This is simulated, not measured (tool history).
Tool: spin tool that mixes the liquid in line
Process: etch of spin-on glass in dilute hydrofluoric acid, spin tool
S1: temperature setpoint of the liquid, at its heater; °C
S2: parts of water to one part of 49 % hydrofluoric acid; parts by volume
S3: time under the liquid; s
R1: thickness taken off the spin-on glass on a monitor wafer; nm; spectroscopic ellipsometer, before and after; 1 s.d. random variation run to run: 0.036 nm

run 1 day=0.000 | S1=21.0 S2=215 S3=25 | R1=4.6757
run 2 day=0.112 | S1=21.0 S2=275 S3=25 | R1=3.4889
run 3 day=0.417 | S1=21.0 S2=205 S3=25 | R1=5.0050
run 4 day=0.704 | S1=21.5 S2=205 S3=25 | R1=5.0837
run 5 day=0.950 | S1=21.5 S2=145 S3=25 | R1=7.6344
run 6 day=1.242 | S1=21.0 S2=145 S3=25 | R1=7.5305

Run 7 has not been measured yet. What should we expect?
run 7 day=1.350 | S1=17.0 S2=180 S3=25 | R1=?

{"run 7": {"R1": 4.9996}}
